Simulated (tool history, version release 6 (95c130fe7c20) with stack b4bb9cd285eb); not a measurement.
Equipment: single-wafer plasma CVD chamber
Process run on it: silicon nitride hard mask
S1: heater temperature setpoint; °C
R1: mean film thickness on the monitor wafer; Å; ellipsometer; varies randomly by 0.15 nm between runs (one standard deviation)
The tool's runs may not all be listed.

Run 1, hour 0.0: S1 390 °C, chamber pressure (mTorr) 1080, RF power (W) 405, deposition time (s) 27.0. Result: R1 317.33 Å.
Run 2, hour 1.2: S1 390 °C, chamber pressure (mTorr) 1010, RF power (W) 400, deposition time (s) 27.0. Result: R1 306.17 Å.
Run 3, hour 9.5: S1 390 °C, chamber pressure (mTorr) 1010, RF power (W) 430, deposition time (s) 27.0. Result: R1 316.42 Å.
Run 4, hour 14.3: S1 390 °C, chamber pressure (mTorr) 950, RF power (W) 425, deposition time (s) 27.0. Result: R1 304.57 Å.
Run 5, hour 19.5: S1 390 °C, chamber pressure (mTorr) 920, RF power (W) 425, deposition time (s) 27.0. Result: R1 299.87 Å.
Run 6, hour 24.3: S1 390 °C, chamber pressure (mTorr) 920, RF power (W) 425, deposition time (s) 27.0. Result: R1 299.76 Å.
Run 7, hour 25.9: S1 390 °C, chamber pressure (mTorr) 890, RF power (W) 425, deposition time (s) 27.0. Result: R1 296.47 Å.
Run 8, hour 32.5: S1 390 °C, chamber pressure (mTorr) 870, RF power (W) 425, deposition time (s) 27.0. Result: R1 292.21 Å.
At hour 38.6: thermocouple changed; heater temperature recalibrated.
Run 9, hour 38.6: S1 390 °C, chamber pressure (mTorr) 850, RF power (W) 425, deposition time (s) 27.0. Result: R1 288.02 Å.
Run 10, hour 47.0: S1 390 °C, chamber pressure (mTorr) 840, RF power (W) 425, deposition time (s) 27.0. Result: R1 285.67 Å.

For run 11, what comes out?
Run 11, hour 47.8: S1 390 °C, chamber pressure (mTorr) 770, RF power (W) 420, deposition time (s) 27.0. Result: R1 ?.

Run 11 gave R1 272.62 Å.

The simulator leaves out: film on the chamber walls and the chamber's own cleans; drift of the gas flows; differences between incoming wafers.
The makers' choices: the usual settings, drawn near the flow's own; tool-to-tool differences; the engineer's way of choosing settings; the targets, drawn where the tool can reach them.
